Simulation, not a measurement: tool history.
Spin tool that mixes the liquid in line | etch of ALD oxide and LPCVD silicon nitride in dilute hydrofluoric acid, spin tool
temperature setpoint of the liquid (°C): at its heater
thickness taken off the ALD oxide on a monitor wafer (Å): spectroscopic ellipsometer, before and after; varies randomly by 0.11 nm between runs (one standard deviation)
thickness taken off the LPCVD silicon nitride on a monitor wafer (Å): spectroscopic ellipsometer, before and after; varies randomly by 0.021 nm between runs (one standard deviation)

run  hour  temperature setpoint of the liquid (°C)  parts of water to one part of 49 % hydrofluoric acid (parts by volume)  time under the liquid (s)  thickness taken off the ALD oxide on a monitor wafer (Å)  thickness taken off the LPCVD silicon nitride on a monitor wafer (Å)
  1     0                                       21                                                                      90                        180                                                    198.01                                                                8.3122
  2   1.7                                     20.5                                                                      95                        180                                                    182.49                                                                7.3713
  3   4.3                                     18.5                                                                      95                        180                                                    169.26                                                                6.3529
  4   8.1                                     18.5                                                                      65                        180                                                     252.8                                                                9.8275
  5   9.5                                     18.5                                                                      65                        120                                                    171.26                                                                5.7384
  6    18                                     18.5                                                                      70                        120                                                    157.98                                                                5.9679
  7  20.1                                     18.5                                                                      75                        120                                                     144.1                                                                5.7308

The next listed run, before its measurement:
  8  26.9                                       18                                                                      80                        120                                                         ?                                                                     ?

thickness taken off the ALD oxide on a monitor wafer (Å): 134.69
thickness taken off the LPCVD silicon nitride on a monitor wafer (Å): 4.4253

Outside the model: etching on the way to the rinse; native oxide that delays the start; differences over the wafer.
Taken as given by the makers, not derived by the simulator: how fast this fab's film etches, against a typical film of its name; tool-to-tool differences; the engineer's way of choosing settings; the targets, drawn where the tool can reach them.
